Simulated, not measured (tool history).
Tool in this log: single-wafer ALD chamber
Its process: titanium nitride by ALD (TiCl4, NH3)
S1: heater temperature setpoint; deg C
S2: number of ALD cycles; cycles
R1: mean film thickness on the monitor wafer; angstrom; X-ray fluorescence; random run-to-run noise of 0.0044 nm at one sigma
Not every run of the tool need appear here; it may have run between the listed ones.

{"run": 1, "hour": 0.0, "S1": 380, "S2": 59, "NH3 pulse time (s)": 1.56, "R1": 12.139}
{"run": 2, "hour": 6.8, "S1": 373, "S2": 59, "NH3 pulse time (s)": 1.25, "R1": 11.7}
{"run": 3, "hour": 13.0, "S1": 373, "S2": 59, "NH3 pulse time (s)": 1.53, "R1": 11.967}
{"run": 4, "hour": 14.5, "S1": 381, "S2": 59, "NH3 pulse time (s)": 1.53, "R1": 11.967}
{"run": 5, "hour": 18.8, "S1": 381, "S2": 59, "NH3 pulse time (s)": 1.25, "R1": 11.851}
{"run": 6, "hour": 21.0, "S1": 378, "S2": 59, "NH3 pulse time (s)": 1.03, "R1": 11.558}
{"run": 7, "hour": 26.1, "S1": 378, "S2": 59, "NH3 pulse time (s)": 1.03, "R1": 11.519}
{"run": 8, "hour": 29.9, "S1": 377, "S2": 59, "NH3 pulse time (s)": 0.94, "R1": 11.551}
{"run": 9, "hour": 31.8, "S1": 365, "S2": 59, "NH3 pulse time (s)": 0.56, "R1": 10.234}
{"run": 10, "hour": 36.7, "S1": 377, "S2": 60, "NH3 pulse time (s)": 0.56, "R1": 10.911}

Run 11 has not been measured yet. What should we expect?
{"run": 11, "hour": 44.9, "S1": 379, "S2": 60, "NH3 pulse time (s)": 0.56, "R1": "?"}

R1: 10.977 angstrom
